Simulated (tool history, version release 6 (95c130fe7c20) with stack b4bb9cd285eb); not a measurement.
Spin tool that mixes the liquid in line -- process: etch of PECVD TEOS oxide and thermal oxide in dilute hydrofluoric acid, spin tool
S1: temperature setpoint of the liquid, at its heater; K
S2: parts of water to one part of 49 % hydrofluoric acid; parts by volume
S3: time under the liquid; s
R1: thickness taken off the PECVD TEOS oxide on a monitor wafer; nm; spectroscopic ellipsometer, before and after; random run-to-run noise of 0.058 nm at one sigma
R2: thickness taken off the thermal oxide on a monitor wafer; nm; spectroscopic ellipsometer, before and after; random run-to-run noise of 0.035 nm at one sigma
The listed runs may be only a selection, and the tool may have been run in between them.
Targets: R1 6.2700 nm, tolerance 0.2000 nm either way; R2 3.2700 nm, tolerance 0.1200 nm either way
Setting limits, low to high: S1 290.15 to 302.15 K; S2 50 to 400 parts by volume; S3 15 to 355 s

run,hour,S1,S2,S3,R1,R2
1,0.0,294.15,225,180,5.0918,2.6736
2,9.0,294.15,225,125,3.4847,1.8611
3,14.6,292.65,225,125,3.3620,1.7273
4,15.9,292.65,155,125,5.2246,2.7293
5,16.7,293.15,150,125,5.5662,2.8901
6,22.1,293.65,150,125,5.6243,2.9468
7,25.9,294.15,150,125,5.8099,2.9628
8,26.9,294.15,145,125,6.0153,3.0417

Pick the move, out of 4, that brings all results within their allowed miss; only one does.
A,27.9,294.15,115,110,?,?
B,27.9,295.15,180,180,?,?
C,27.9,295.15,205,190,?,?
D,27.9,293.15,180,165,?,?

move,R1,R2
A,6.7728,3.5408
B,6.8637,3.5884
C,6.1988,3.2407
D,5.8235,3.0445
A: takes the result that was furthest off past its target
B: takes the result that was furthest off past its target
C: every result within its allowed miss
D: its largest miss is bigger than the last run's
Move C is the one to make.
